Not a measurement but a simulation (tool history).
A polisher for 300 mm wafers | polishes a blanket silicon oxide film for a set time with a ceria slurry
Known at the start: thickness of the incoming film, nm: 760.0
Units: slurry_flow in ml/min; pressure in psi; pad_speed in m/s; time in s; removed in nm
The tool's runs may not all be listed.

| run | day | slurry_flow | pressure | pad_speed | time | removed |
|---|---|---|---|---|---|---|
| 1 | 0 | 255 | 2 | 0.86 | 59 | 154.87 |
| 2 | 0.212 | 255 | 1.9 | 0.86 | 59 | 150.09 |
| 3 | 0.446 | 255 | 1.8 | 0.84 | 59 | 138.26 |
| 4 | 0.579 | 255 | 1.7 | 0.84 | 59 | 133.26 |
|  | 0.654 | head pressure recalibrated |
| 5 | 0.654 | 255 | 2 | 0.84 | 59 | 145.89 |
| 6 | 0.954 | 255 | 2 | 0.84 | 53 | 127.9 |
| 7 | 1.079 | 255 | 1.9 | 0.84 | 53 | 125.3 |
| 8 | 1.358 | 255 | 1.8 | 0.84 | 53 | 122.64 |
| 9 | 1.467 | 255 | 1.7 | 0.84 | 53 | 116.5 |
| 10 | 1.729 | 255 | 1.6 | 0.84 | 53 | 110.17 |
| 11 | 1.85 | 255 | 1.5 | 0.84 | 53 | 105.57 |

Run 12 comes next. What will it give?
| 12 | 2.004 | 255 | 1.4 | 0.84 | 53 | ? |

{"run 12": {"removed": 101.01}}

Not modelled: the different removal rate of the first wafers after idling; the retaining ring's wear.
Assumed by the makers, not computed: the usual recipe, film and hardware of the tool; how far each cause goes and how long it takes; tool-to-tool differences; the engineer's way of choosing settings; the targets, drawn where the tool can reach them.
